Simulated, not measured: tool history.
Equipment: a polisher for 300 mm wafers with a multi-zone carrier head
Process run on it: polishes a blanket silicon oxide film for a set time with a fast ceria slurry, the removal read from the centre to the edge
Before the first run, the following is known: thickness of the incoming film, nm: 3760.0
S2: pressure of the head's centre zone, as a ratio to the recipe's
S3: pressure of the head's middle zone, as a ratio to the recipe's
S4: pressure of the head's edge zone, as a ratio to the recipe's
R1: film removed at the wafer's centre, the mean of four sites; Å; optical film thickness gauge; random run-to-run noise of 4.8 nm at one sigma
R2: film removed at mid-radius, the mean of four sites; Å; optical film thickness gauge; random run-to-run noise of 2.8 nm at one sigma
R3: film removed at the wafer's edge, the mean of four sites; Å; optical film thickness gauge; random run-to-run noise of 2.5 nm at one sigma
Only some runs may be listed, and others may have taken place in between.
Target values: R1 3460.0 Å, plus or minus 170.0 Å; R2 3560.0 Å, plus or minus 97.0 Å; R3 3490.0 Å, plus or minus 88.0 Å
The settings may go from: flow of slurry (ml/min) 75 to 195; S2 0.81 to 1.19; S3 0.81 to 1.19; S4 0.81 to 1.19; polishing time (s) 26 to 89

run 1 hour=0.0 | flow_of_slurry_(ml/min)=125 S2=1.00 S3=1.00 S4=1.00 polishing_time_(s)=57 | R1=4546.3 R2=4551.0 R3=4609.8
run 2 hour=3.4 | flow_of_slurry_(ml/min)=120 S2=0.99 S3=0.99 S4=0.96 polishing_time_(s)=55 | R1=4205.7 R2=4276.7 R3=4344.3
run 3 hour=4.2 | flow_of_slurry_(ml/min)=115 S2=1.00 S3=0.99 S4=0.93 polishing_time_(s)=53 | R1=4131.2 R2=4126.8 R3=4105.3
run 4 hour=10.8 | flow_of_slurry_(ml/min)=115 S2=0.92 S3=0.99 S4=0.93 polishing_time_(s)=53 | R1=3750.8 R2=4112.3 R3=4162.5
run 5 hour=16.7 | flow_of_slurry_(ml/min)=115 S2=0.86 S3=0.99 S4=0.93 polishing_time_(s)=53 | R1=3563.3 R2=4124.2 R3=4101.3
run 6 hour=25.5 | flow_of_slurry_(ml/min)=130 S2=0.86 S3=0.99 S4=0.93 polishing_time_(s)=53 | R1=3682.0 R2=4226.1 R3=4154.1
run 7 hour=33.6 | flow_of_slurry_(ml/min)=130 S2=0.88 S3=0.98 S4=0.90 polishing_time_(s)=51 | R1=3709.0 R2=3998.1 R3=3957.5
run 8 hour=37.0 | flow_of_slurry_(ml/min)=125 S2=0.89 S3=0.98 S4=0.88 polishing_time_(s)=50 | R1=3547.0 R2=3969.2 R3=3811.9
run 9 hour=44.7 | flow_of_slurry_(ml/min)=120 S2=0.91 S3=0.97 S4=0.86 polishing_time_(s)=50 | R1=3600.0 R2=3874.6 R3=3769.0
run 10 hour=48.8 | flow_of_slurry_(ml/min)=85 S2=0.95 S3=0.97 S4=0.81 polishing_time_(s)=49 | R1=3312.7 R2=3405.4 R3=3346.7

Below are 5 possible settings for the next run. Only one of them brings all results inside the allowed miss of their targets. Which is it?
run A hour=52.9 | flow_of_slurry_(ml/min)=155 S2=0.98 S3=1.08 S4=0.81 polishing_time_(s)=41 | R1=? R2=? R3=?
run B hour=52.9 | flow_of_slurry_(ml/min)=105 S2=1.00 S3=1.04 S4=0.81 polishing_time_(s)=45 | R1=? R2=? R3=?
run C hour=52.9 | flow_of_slurry_(ml/min)=80 S2=0.98 S3=0.99 S4=0.83 polishing_time_(s)=51 | R1=? R2=? R3=?
run D hour=52.9 | flow_of_slurry_(ml/min)=100 S2=0.94 S3=0.98 S4=0.81 polishing_time_(s)=46 | R1=? R2=? R3=?
run E hour=52.9 | flow_of_slurry_(ml/min)=110 S2=1.00 S3=1.08 S4=0.81 polishing_time_(s)=42 | R1=? R2=? R3=?

move=A R1=3347.6 R2=3645.1 R3=3140.2
move=B R1=3401.5 R2=3555.5 R3=3246.1
move=C R1=3442.5 R2=3568.1 R3=3527.2
move=D R1=3217.1 R2=3412.8 R3=3291.5
move=E R1=3219.0 R2=3467.8 R3=3052.9
A: lands further from the targets than the last run did
B: lands further from the targets than the last run did
C: all results in spec
D: lands further from the targets than the last run did
E: lands further from the targets than the last run did
Answer: C

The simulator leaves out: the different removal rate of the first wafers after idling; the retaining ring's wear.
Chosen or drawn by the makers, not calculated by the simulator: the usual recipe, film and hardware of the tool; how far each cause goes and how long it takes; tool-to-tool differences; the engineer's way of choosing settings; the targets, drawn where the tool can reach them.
